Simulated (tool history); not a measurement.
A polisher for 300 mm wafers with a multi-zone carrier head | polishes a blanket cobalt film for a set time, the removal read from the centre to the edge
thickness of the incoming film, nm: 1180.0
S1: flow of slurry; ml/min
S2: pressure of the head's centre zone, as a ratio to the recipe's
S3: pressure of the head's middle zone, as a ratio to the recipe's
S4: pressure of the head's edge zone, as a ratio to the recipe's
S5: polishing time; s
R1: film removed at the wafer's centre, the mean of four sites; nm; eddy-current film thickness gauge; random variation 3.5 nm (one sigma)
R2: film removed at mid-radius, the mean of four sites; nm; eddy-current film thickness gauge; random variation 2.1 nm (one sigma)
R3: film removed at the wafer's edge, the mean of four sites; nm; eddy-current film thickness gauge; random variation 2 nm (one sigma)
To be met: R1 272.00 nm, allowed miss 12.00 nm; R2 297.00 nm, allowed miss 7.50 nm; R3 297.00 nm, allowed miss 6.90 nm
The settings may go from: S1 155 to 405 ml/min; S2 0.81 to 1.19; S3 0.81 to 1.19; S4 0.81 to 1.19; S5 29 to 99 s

{"run": 1, "hour": 0.0, "S1": 260, "S2": 1.0, "S3": 1.0, "S4": 1.0, "S5": 64, "R1": 439.84, "R2": 427.96, "R3": 428.82}
{"run": 2, "hour": 5.6, "S1": 260, "S2": 0.96, "S3": 1.0, "S4": 1.0, "S5": 64, "R1": 421.08, "R2": 426.77, "R3": 433.69}
{"run": 3, "hour": 9.9, "S1": 260, "S2": 0.96, "S3": 1.05, "S4": 1.0, "S5": 64, "R1": 423.53, "R2": 441.79, "R3": 432.66}
{"run": 4, "hour": 11.0, "S1": 285, "S2": 0.96, "S3": 1.05, "S4": 1.0, "S5": 64, "R1": 424.12, "R2": 443.64, "R3": 435.31}
{"run": 5, "hour": 14.1, "S1": 285, "S2": 0.96, "S3": 1.13, "S4": 1.0, "S5": 64, "R1": 430.54, "R2": 466.04, "R3": 435.89}
{"run": 6, "hour": 16.6, "S1": 285, "S2": 0.96, "S3": 1.06, "S4": 1.0, "S5": 64, "R1": 417.58, "R2": 441.11, "R3": 436.08}
{"run": 7, "hour": 20.8, "S1": 280, "S2": 0.95, "S3": 1.04, "S4": 0.98, "S5": 61, "R1": 403.34, "R2": 423.61, "R3": 410.51}
{"run": 8, "hour": 25.9, "S1": 280, "S2": 0.94, "S3": 1.02, "S4": 0.97, "S5": 59, "R1": 390.81, "R2": 408.11, "R3": 399.86}
{"run": 9, "hour": 30.0, "S1": 275, "S2": 0.93, "S3": 1.01, "S4": 0.96, "S5": 57, "R1": 377.46, "R2": 384.27, "R3": 377.06}
{"run": 10, "hour": 32.4, "S1": 275, "S2": 0.91, "S3": 1.01, "S4": 0.96, "S5": 55, "R1": 333.98, "R2": 371.79, "R3": 366.61}
{"run": 11, "hour": 40.6, "S1": 275, "S2": 0.91, "S3": 1.01, "S4": 0.96, "S5": 55, "R1": 340.34, "R2": 371.18, "R3": 365.64}
{"run": 12, "hour": 43.9, "S1": 270, "S2": 0.9, "S3": 0.99, "S4": 0.94, "S5": 54, "R1": 329.54, "R2": 357.56, "R3": 352.16}
{"run": 13, "hour": 51.9, "S1": 260, "S2": 0.89, "S3": 0.97, "S4": 0.92, "S5": 54, "R1": 324.09, "R2": 352.5, "R3": 355.24}
{"run": 14, "hour": 53.7, "S1": 260, "S2": 0.89, "S3": 0.97, "S4": 0.91, "S5": 53, "R1": 321.14, "R2": 350.32, "R3": 344.76}
{"run": 15, "hour": 61.2, "S1": 260, "S2": 0.89, "S3": 0.97, "S4": 0.91, "S5": 53, "R1": 321.96, "R2": 349.4, "R3": 345.56}
{"run": 16, "hour": 68.0, "S1": 260, "S2": 0.88, "S3": 0.96, "S4": 0.9, "S5": 52, "R1": 314.04, "R2": 339.47, "R3": 336.07}
{"run": 17, "hour": 72.7, "S1": 215, "S2": 0.81, "S3": 0.89, "S4": 0.81, "S5": 48, "R1": 255.01, "R2": 290.02, "R3": 295.89}

Which of these 4 next moves meets every target?
{"run": "A", "hour": 77.4, "S1": 270, "S2": 0.86, "S3": 0.81, "S4": 0.84, "S5": 48, "R1": "?", "R2": "?", "R3": "?"}
{"run": "B", "hour": 77.4, "S1": 190, "S2": 0.84, "S3": 0.91, "S4": 0.83, "S5": 49, "R1": "?", "R2": "?", "R3": "?"}
{"run": "C", "hour": 77.4, "S1": 245, "S2": 0.83, "S3": 0.91, "S4": 0.9, "S5": 45, "R1": "?", "R2": "?", "R3": "?"}
{"run": "D", "hour": 77.4, "S1": 220, "S2": 0.83, "S3": 0.82, "S4": 0.82, "S5": 49, "R1": "?", "R2": "?", "R3": "?"}

move=A R1=281.11 R2=285.26 R3=302.67
move=B R1=267.86 R2=300.30 R3=297.65
move=C R1=251.54 R2=284.44 R3=290.16
move=D R1=270.04 R2=286.87 R3=300.49
A: brings the result that was furthest off to its target, and leaves another outside
B: meets every target
C: further off than the last run
D: brings the result that was furthest off to its target, and leaves another outside
The right move is B.
